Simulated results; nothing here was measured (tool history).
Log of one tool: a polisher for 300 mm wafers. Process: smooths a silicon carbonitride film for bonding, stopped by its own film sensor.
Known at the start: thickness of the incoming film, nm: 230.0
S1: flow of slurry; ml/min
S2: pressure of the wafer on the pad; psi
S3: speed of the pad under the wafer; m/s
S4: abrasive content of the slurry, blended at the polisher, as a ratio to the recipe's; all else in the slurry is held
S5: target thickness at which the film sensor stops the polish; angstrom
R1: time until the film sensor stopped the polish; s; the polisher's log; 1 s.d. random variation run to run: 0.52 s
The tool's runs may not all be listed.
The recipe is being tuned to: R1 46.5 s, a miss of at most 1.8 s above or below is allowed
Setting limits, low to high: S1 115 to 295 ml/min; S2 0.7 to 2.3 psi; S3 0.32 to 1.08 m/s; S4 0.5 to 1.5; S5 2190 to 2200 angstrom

Run 1, hour 0: S1 190 ml/min, S2 1.5 psi, S3 0.7 m/s, S4 1, S5 2190 angstrom. Result: R1 73.581 s.
Run 2, hour 6.2: S1 190 ml/min, S2 1.5 psi, S3 0.6 m/s, S4 1, S5 2190 angstrom. Result: R1 84.227 s.
Run 3, hour 11.1: S1 190 ml/min, S2 1.5 psi, S3 0.6 m/s, S4 1, S5 2190 angstrom. Result: R1 83.65 s.
Run 4, hour 14: S1 190 ml/min, S2 1.8 psi, S3 0.62 m/s, S4 1, S5 2190 angstrom. Result: R1 72.93 s.
Run 5, hour 20.1: S1 190 ml/min, S2 2 psi, S3 0.68 m/s, S4 1, S5 2190 angstrom. Result: R1 64.915 s.
Run 6, hour 22.2: S1 190 ml/min, S2 2.1 psi, S3 0.74 m/s, S4 1, S5 2190 angstrom. Result: R1 56.755 s.
Run 7, hour 30.6: S1 190 ml/min, S2 2.2 psi, S3 0.78 m/s, S4 1, S5 2190 angstrom. Result: R1 53.467 s.
Run 8, hour 34.8: S1 190 ml/min, S2 2.2 psi, S3 0.78 m/s, S4 1, S5 2190 angstrom. Result: R1 54.059 s.
Run 9, hour 35.7: S1 190 ml/min, S2 2.2 psi, S3 0.82 m/s, S4 1, S5 2190 angstrom. Result: R1 51.092 s.
Run 10, hour 41.5: S1 190 ml/min, S2 2.2 psi, S3 0.84 m/s, S4 1, S5 2190 angstrom. Result: R1 50.319 s.
Run 11, hour 43.7: S1 190 ml/min, S2 2.2 psi, S3 0.86 m/s, S4 1, S5 2190 angstrom. Result: R1 48.69 s.

5 next moves are on the table. One of them brings every result within its allowed miss. Which?
Run A, hour 45.9: S1 230 ml/min, S2 2 psi, S3 0.82 m/s, S4 1.1, S5 2190 angstrom. Result: R1 ?.
Run B, hour 45.9: S1 225 ml/min, S2 2.2 psi, S3 0.92 m/s, S4 0.95, S5 2200 angstrom. Result: R1 ?.
Run C, hour 45.9: S1 195 ml/min, S2 2.1 psi, S3 0.88 m/s, S4 0.85, S5 2200 angstrom. Result: R1 ?.
Run D, hour 45.9: S1 195 ml/min, S2 2.2 psi, S3 0.9 m/s, S4 1, S5 2190 angstrom. Result: R1 ?.
Run E, hour 45.9: S1 165 ml/min, S2 2.3 psi, S3 0.88 m/s, S4 1, S5 2200 angstrom. Result: R1 ?.

move      R1
   A  51.646
   B  43.226
   C  49.985
   D  48.069
   E  44.291
A: misses by more than the last run did
B: takes the biggest miss from the last run beyond its target
C: misses by more than the last run did
D: each result inside its tolerance
E: takes the biggest miss from the last run beyond its target
Correct choice: D, which meets every target
